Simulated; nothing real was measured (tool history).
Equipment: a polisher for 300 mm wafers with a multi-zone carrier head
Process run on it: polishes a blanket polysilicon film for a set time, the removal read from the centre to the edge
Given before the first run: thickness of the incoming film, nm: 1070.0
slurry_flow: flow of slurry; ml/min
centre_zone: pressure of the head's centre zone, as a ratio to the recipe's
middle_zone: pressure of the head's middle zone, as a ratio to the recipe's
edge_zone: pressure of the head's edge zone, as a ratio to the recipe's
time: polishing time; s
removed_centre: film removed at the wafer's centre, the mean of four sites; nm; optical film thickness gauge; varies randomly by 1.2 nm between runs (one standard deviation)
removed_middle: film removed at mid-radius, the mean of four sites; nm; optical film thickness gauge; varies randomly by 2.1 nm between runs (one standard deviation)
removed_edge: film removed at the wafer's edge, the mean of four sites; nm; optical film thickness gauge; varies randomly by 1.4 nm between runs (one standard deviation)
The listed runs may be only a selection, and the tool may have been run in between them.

run  hour  slurry_flow  centre_zone  middle_zone  edge_zone  time  removed_centre  removed_middle  removed_edge
  1     0          140            1            1          1    35          158.72           161.5        166.26
  2   1.5          150         0.99         1.01       1.03    35           157.7          161.54        168.45
  3     4          155         0.98         1.03       1.05    36          161.93          171.68        176.53
  4   9.4          170         0.98         1.03       1.05    36           165.4          169.95        177.93
  5  18.2          170         0.98         1.03       1.05    32          146.19          154.28        156.71
  6  18.8          165         0.98         1.04       1.07    33          150.11          160.98         164.3
  7  27.6          165         0.98         1.05       1.09    34          155.52          166.38        170.77

Predict the results of run 8:
  8  28.9          205         0.93          1.1       1.19    38               ?               ?             ?

Run 8 came out at removed_centre 167.34 nm, removed_middle 198.37 nm, removed_edge 199.65 nm.
